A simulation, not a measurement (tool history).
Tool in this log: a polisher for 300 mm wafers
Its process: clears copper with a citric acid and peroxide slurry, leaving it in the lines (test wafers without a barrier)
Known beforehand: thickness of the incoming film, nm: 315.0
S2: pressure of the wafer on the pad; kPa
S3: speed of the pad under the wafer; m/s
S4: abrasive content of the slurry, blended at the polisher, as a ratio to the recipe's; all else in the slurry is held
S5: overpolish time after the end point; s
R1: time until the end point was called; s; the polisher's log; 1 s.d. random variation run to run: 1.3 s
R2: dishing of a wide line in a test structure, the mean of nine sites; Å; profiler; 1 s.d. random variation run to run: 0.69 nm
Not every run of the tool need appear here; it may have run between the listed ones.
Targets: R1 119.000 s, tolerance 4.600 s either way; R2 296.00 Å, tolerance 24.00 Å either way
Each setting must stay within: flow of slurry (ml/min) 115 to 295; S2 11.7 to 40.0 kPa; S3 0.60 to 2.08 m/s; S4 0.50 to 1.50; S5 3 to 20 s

run 1 hour=0.0 | flow_of_slurry_(ml/min)=190 S2=25.5 S3=1.34 S4=1.00 S5=10 | R1=84.551 R2=289.50
run 2 hour=7.7 | flow_of_slurry_(ml/min)=190 S2=25.5 S3=1.22 S4=1.00 S5=10 | R1=93.026 R2=264.78
run 3 hour=10.5 | flow_of_slurry_(ml/min)=190 S2=25.5 S3=0.98 S4=1.00 S5=10 | R1=112.570 R2=223.35
run 4 hour=18.6 | flow_of_slurry_(ml/min)=190 S2=25.5 S3=0.98 S4=1.00 S5=6 | R1=112.930 R2=130.31
run 5 hour=25.7 | flow_of_slurry_(ml/min)=190 S2=25.5 S3=0.98 S4=0.85 S5=6 | R1=116.750 R2=128.92
run 6 hour=31.3 | flow_of_slurry_(ml/min)=190 S2=25.5 S3=0.98 S4=0.85 S5=7 | R1=117.220 R2=148.38
run 7 hour=37.8 | flow_of_slurry_(ml/min)=185 S2=25.5 S3=0.98 S4=0.85 S5=12 | R1=116.900 R2=244.77
run 8 hour=44.8 | flow_of_slurry_(ml/min)=185 S2=24.8 S3=0.98 S4=0.90 S5=13 | R1=121.580 R2=262.57

Which of these 5 next moves meets every target?
run A hour=51.8 | flow_of_slurry_(ml/min)=175 S2=25.5 S3=0.96 S4=0.95 S5=15 | R1=? R2=?
run B hour=51.8 | flow_of_slurry_(ml/min)=160 S2=26.2 S3=0.96 S4=0.95 S5=13 | R1=? R2=?
run C hour=51.8 | flow_of_slurry_(ml/min)=200 S2=24.1 S3=1.06 S4=0.95 S5=11 | R1=? R2=?
run D hour=51.8 | flow_of_slurry_(ml/min)=175 S2=24.8 S3=1.08 S4=0.95 S5=14 | R1=? R2=?
run E hour=51.8 | flow_of_slurry_(ml/min)=170 S2=20.0 S3=1.38 S4=0.65 S5=11 | R1=? R2=?

move=A R1=120.900 R2=301.46
move=B R1=119.690 R2=268.24
move=C R1=113.620 R2=241.35
move=D R1=110.870 R2=305.77
move=E R1=119.430 R2=229.38
A: every result within its allowed miss
B: nearer the targets than the last run, but a result is still out of spec
C: its largest miss is bigger than the last run's
D: puts the biggest miss on target and leaves a different result outside tolerance
E: its largest miss is bigger than the last run's
The right move is A.
